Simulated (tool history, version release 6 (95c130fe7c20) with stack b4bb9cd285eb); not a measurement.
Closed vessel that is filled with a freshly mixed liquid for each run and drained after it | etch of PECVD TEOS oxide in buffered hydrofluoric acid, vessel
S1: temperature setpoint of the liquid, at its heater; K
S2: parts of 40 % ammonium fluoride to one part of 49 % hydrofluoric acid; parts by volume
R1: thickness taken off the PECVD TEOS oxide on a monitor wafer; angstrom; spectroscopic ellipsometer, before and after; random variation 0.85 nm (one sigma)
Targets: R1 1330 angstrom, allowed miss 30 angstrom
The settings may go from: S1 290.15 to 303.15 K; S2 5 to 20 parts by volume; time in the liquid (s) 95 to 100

{"run": 1, "hour": 0.0, "S1": 295.15, "S2": 12, "time in the liquid (s)": 95, "R1": 1152.5}
{"run": 2, "hour": 6.4, "S1": 295.15, "S2": 12, "time in the liquid (s)": 95, "R1": 1150}
{"run": 3, "hour": 13.4, "S1": 292.65, "S2": 12, "time in the liquid (s)": 95, "R1": 1002.5}
{"run": 4, "hour": 21.7, "S1": 293.65, "S2": 12, "time in the liquid (s)": 95, "R1": 1053.3}
{"run": 5, "hour": 24.4, "S1": 294.65, "S2": 12, "time in the liquid (s)": 95, "R1": 1119.3}
{"run": 6, "hour": 29.1, "S1": 294.65, "S2": 15.5, "time in the liquid (s)": 95, "R1": 867.24}
{"run": 7, "hour": 34.7, "S1": 296.15, "S2": 15.5, "time in the liquid (s)": 95, "R1": 947.22}
{"run": 8, "hour": 40.1, "S1": 297.65, "S2": 15.5, "time in the liquid (s)": 95, "R1": 1027}
{"run": 9, "hour": 45.8, "S1": 298.65, "S2": 15.5, "time in the liquid (s)": 95, "R1": 1079.7}
{"run": 10, "hour": 49.8, "S1": 299.65, "S2": 15.5, "time in the liquid (s)": 95, "R1": 1134.8}
{"run": 11, "hour": 54.1, "S1": 300.15, "S2": 15.5, "time in the liquid (s)": 95, "R1": 1175.3}
{"run": 12, "hour": 62.7, "S1": 300.65, "S2": 15.5, "time in the liquid (s)": 95, "R1": 1201.2}
{"run": 13, "hour": 70.1, "S1": 301.15, "S2": 15.5, "time in the liquid (s)": 95, "R1": 1239}

Which of these 4 next moves meets every target?
{"run": "A", "hour": 77.5, "S1": 302.15, "S2": 16, "time in the liquid (s)": 95, "R1": "?"}
{"run": "B", "hour": 77.5, "S1": 300.15, "S2": 14.5, "time in the liquid (s)": 95, "R1": "?"}
{"run": "C", "hour": 77.5, "S1": 303.15, "S2": 17, "time in the liquid (s)": 100, "R1": "?"}
{"run": "D", "hour": 77.5, "S1": 301.65, "S2": 16.5, "time in the liquid (s)": 100, "R1": "?"}

move=A R1=1264
move=B R1=1251.5
move=C R1=1321.6
move=D R1=1257.1
A: nearer than the last run, and not there yet
B: nearer than the last run, and not there yet
C: meets every target
D: nearer than the last run, and not there yet
Answer: C
